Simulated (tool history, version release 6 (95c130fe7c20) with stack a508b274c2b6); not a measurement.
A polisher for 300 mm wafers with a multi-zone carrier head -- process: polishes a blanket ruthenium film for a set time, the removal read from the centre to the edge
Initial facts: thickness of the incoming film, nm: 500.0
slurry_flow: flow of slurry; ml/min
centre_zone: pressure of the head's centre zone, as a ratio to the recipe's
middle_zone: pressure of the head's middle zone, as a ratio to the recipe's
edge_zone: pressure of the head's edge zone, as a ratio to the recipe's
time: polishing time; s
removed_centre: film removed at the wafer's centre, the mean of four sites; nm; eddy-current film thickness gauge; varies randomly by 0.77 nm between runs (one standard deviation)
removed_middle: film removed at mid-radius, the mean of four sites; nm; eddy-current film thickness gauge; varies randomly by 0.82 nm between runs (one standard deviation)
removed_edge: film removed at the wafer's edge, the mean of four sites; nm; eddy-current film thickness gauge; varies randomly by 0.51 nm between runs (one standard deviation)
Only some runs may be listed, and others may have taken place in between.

run  hour  slurry_flow  centre_zone  middle_zone  edge_zone  time  removed_centre  removed_middle  removed_edge
  1     0          195            1            1          1    89          62.206          62.078        60.964
  2     6          205         1.01         1.01       1.03    92           66.44          64.857        64.484
  3  11.8          215         1.01         1.02       1.06    94           69.66          67.188         67.01
  4  15.7          215          1.1         1.02       1.06    94          75.115          68.153        67.049
  5  19.3          215         1.03         1.02       1.06    94          69.534          68.045        67.632
  6  27.3          225         1.04         1.03       1.09    96          72.444           69.65        69.633
  7    33          225         1.04         1.03       1.09    96          72.418          69.657        68.816
  8  40.1          225         1.04         1.03        1.1    99          74.727           71.03        71.585
  9  44.9          230         1.04         1.04       1.11   101          75.543          74.226        74.403
 10  48.2          235         1.05         1.04       1.12   102          77.016          75.603        74.787
 11  51.1          240         1.05         1.04       1.13   103           79.78          75.906          75.9
 12  57.8          240         1.05         1.04       1.13   103          78.854          76.844        77.275
 13  65.8          250         1.05         1.04       1.14   103          79.549          76.165        76.471
     73.5  -- worn pad replaced by a new one
 14  73.5          250         1.05         1.04       1.15   104          87.408          84.155        84.845
 15  77.5          245         1.05         1.04       1.15   104          86.479          83.678        84.105

Predict the results of run 16:
 16  83.8          240         1.05         1.04       1.14   104               ?               ?             ?

Run 16 measured removed_centre 85.77 nm, removed_middle 82.531 nm, removed_edge 84.609 nm.
